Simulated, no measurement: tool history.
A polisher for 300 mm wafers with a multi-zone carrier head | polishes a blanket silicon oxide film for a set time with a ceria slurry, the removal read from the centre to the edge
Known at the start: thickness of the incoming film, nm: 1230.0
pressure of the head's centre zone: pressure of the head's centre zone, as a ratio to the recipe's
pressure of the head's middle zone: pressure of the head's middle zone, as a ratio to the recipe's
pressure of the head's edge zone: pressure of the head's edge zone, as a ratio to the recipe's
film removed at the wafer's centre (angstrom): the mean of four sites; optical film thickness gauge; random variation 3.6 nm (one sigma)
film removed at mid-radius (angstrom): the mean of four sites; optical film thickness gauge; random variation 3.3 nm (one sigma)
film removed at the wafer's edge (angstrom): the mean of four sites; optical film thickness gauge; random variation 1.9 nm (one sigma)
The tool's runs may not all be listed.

run	hour	flow of slurry (ml/min)	pressure of the head's centre zone	pressure of the head's middle zone	pressure of the head's edge zone	polishing time (s)	film removed at the wafer's centre (angstrom)	film removed at mid-radius (angstrom)	film removed at the wafer's edge (angstrom)
1	0.0	320	1.00	1.00	1.00	81	3043.7	2895.8	3048.3
2	3.5	320	1.00	1.00	1.00	95	3592.3	3432.8	3630.0
3	6.9	320	1.00	0.99	0.98	92	3413.1	3316.1	3448.7
4	13.8	265	1.00	0.99	0.98	92	3278.2	3233.7	3387.4
5	16.8	265	1.01	0.98	0.96	90	3246.6	3120.2	3248.2
6	17.8	260	1.01	0.97	0.94	88	3124.0	3041.9	3135.1
7	22.2	260	1.01	0.96	0.92	87	3215.0	2978.7	3108.2
8	25.9	255	1.01	0.96	0.91	85	3171.0	2973.3	2974.9
9	30.4	250	1.00	0.95	0.90	84	3026.3	2828.8	2929.8
10	38.3	245	1.00	0.95	0.89	83	2927.9	2795.7	2874.0
11	46.0	240	1.00	0.94	0.88	82	2901.5	2695.0	2808.9
12	54.9	235	1.00	0.94	0.87	82	2908.9	2778.2	2823.6
13	57.3	230	1.00	0.93	0.86	81	2841.6	2699.9	2781.3
14	58.5	230	1.00	0.93	0.85	81	2866.5	2711.8	2755.4

Forecast run 15:
15	59.1	225	1.00	0.93	0.85	81	?	?	?

Run 15 gave film removed at the wafer's centre (angstrom) 2871.8, film removed at mid-radius (angstrom) 2679.7, film removed at the wafer's edge (angstrom) 2751.9.
